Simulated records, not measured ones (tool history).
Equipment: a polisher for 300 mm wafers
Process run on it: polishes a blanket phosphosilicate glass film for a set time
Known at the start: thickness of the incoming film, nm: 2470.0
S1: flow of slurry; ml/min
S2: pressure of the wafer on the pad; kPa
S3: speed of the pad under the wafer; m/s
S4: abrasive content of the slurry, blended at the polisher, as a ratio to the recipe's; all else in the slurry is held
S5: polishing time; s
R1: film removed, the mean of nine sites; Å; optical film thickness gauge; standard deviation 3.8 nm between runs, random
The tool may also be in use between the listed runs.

run	hour	S1	S2	S3	S4	S5	R1
1	0	230	17.9	1.14	1	84	6167.9
2	1.8	230	17.2	1.14	1	84	5814.5
3	3.8	230	16.5	1.14	1	84	5667.9
4	10.4	230	16.5	1.14	1	84	5621.6
5	17.7	230	16.5	1.14	1.1	84	5973.6
6	26.2	230	15.9	1.14	1.1	84	5754.5

Predict the results of run 7:
7	34.2	230	15.2	1.14	1.1	84	?

{"run 7": {"R1": 5525}}
